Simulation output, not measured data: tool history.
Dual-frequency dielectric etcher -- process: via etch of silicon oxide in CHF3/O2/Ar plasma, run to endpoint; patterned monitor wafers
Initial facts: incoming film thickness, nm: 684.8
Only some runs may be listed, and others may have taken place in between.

| run | hour | source power (W) | bias power (W) | endpoint time (s) |
|---|---|---|---|---|
| 1 | 0.0 | 610 | 204 | 319.71 |
| 2 | 1.2 | 710 | 204 | 303.45 |
| 3 | 4.2 | 740 | 214 | 290.95 |
| 4 | 10.1 | 650 | 214 | 303.60 |
| 5 | 18.3 | 650 | 183 | 323.99 |
| 6 | 26.3 | 650 | 155 | 341.55 |
| 7 | 33.0 | 700 | 175 | 316.06 |
| 8 | 41.4 | 740 | 187 | 306.87 |
| 9 | 43.5 | 770 | 199 | 292.68 |
| 10 | 48.2 | 790 | 206 | 286.56 |
| 11 | 54.2 | 810 | 212 | 278.88 |
| 12 | 60.6 | 820 | 215 | 278.67 |
| 13 | 68.6 | 830 | 220 | 275.82 |

Run 14 is up next; what results do you expect?
| 14 | 74.0 | 840 | 224 | ? |

Run 14 produced endpoint time (s) 274.96.

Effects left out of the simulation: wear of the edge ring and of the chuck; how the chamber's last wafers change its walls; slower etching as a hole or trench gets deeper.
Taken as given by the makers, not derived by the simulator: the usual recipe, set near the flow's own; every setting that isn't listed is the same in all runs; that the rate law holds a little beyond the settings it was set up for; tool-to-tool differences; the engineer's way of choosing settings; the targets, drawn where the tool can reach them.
